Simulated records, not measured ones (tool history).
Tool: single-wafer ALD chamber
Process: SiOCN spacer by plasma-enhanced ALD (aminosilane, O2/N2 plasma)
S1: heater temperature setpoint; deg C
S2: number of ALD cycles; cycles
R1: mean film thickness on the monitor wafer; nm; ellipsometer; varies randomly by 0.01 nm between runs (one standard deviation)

Run 1, hour 0: S1 400 deg C, S2 85 cycles. Result: R1 5.7847 nm.
Run 2, hour 4.4: S1 400 deg C, S2 93 cycles. Result: R1 6.3044 nm.
Run 3, hour 6.4: S1 400 deg C, S2 88 cycles. Result: R1 5.9705 nm.
Run 4, hour 8.2: S1 401 deg C, S2 85 cycles. Result: R1 5.7581 nm.
Run 5, hour 10.6: S1 395 deg C, S2 85 cycles. Result: R1 5.7645 nm.
Run 6, hour 16: S1 395 deg C, S2 79 cycles. Result: R1 5.3602 nm.
Run 7, hour 16.5: S1 395 deg C, S2 78 cycles. Result: R1 5.2793 nm.
Run 8, hour 21.7: S1 395 deg C, S2 77 cycles. Result: R1 5.231 nm.
Run 9, hour 30.6: S1 395 deg C, S2 76 cycles. Result: R1 5.1399 nm.

What will run 10 give?
Run 10, hour 37.5: S1 395 deg C, S2 75 cycles. Result: R1 ?.

Run 10 came out at R1 5.0727 nm.
